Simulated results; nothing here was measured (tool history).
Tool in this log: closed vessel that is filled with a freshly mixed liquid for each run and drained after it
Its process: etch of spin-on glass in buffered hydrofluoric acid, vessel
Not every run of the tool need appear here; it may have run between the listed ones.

| run | day | temperature setpoint of the liquid (C) | parts of 40 % ammonium fluoride to one part of 49 % hydrofluoric acid (parts by volume) | time in the liquid (s) | thickness taken off the spin-on glass on a monitor wafer (nm) |
|---|---|---|---|---|---|
| 1 | 0.000 | 22.0 | 19.5 | 100 | 190.93 |
| 2 | 0.225 | 24.0 | 19.5 | 100 | 211.18 |
| 3 | 0.400 | 24.0 | 15.5 | 100 | 267.57 |
| 4 | 0.579 | 24.0 | 15.5 | 110 | 293.55 |
| 5 | 0.888 | 24.0 | 19.5 | 110 | 234.19 |
| 6 | 1.162 | 24.0 | 21.5 | 110 | 216.46 |
| 7 | 1.400 | 28.0 | 21.5 | 110 | 267.11 |

Estimate the outcome of run 8 from the log above:
| 8 | 1.483 | 28.5 | 21.5 | 110 | ? |

Run 8 came out at thickness taken off the spin-on glass on a monitor wafer (nm) 279.50.
